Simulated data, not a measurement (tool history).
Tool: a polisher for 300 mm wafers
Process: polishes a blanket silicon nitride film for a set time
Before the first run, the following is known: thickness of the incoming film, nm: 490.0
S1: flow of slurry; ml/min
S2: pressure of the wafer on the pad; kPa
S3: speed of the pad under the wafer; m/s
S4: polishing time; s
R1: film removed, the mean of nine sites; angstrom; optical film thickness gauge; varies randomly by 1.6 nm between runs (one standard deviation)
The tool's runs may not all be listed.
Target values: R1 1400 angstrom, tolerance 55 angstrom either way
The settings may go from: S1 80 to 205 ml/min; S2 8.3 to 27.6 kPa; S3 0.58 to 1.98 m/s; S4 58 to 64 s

| run | hour | S1 | S2 | S3 | S4 | R1 |
|---|---|---|---|---|---|---|
| 1 | 0 | 135 | 17.9 | 1.28 | 64 | 980.45 |
| 2 | 8.4 | 135 | 17.9 | 1.16 | 64 | 917.37 |
| 3 | 14.3 | 110 | 17.9 | 1.16 | 64 | 874.47 |
| 4 | 19.8 | 100 | 17.9 | 1.16 | 64 | 851.05 |
| 5 | 23.2 | 105 | 18.6 | 1.16 | 64 | 905.73 |
| 6 | 31.2 | 105 | 16.5 | 1.16 | 64 | 821.14 |
| 7 | 33.4 | 110 | 17.9 | 1.16 | 64 | 896.24 |
| 8 | 36.6 | 110 | 18.6 | 1.16 | 64 | 893.02 |
| 9 | 39.5 | 115 | 20 | 1.16 | 64 | 976.5 |
| 10 | 46.2 | 120 | 20.7 | 1.16 | 64 | 1010.3 |
| 11 | 49.1 | 125 | 21.4 | 1.16 | 64 | 1068.1 |
| 12 | 55.1 | 155 | 25.5 | 1.18 | 64 | 1314.7 |
| 13 | 63.8 | 155 | 26.2 | 1.18 | 64 | 1364.7 |

Which one of the following 4 next-run settings gets every result inside its allowed miss? There is exactly one.
| A | 72.5 | 160 | 24.1 | 1.26 | 64 | ? |
| B | 72.5 | 165 | 25.5 | 1.2 | 61 | ? |
| C | 72.5 | 160 | 22.1 | 1.54 | 64 | ? |
| D | 72.5 | 175 | 21.4 | 1.42 | 64 | ? |

| move | R1 |
|---|---|
| A | 1270.8 |
| B | 1236.5 |
| C | 1353.2 |
| D | 1254.9 |
A: moves away from the targets compared with the last run
B: moves away from the targets compared with the last run
C: in spec on every target
D: moves away from the targets compared with the last run
So the answer is move C, the one that meets all the targets.
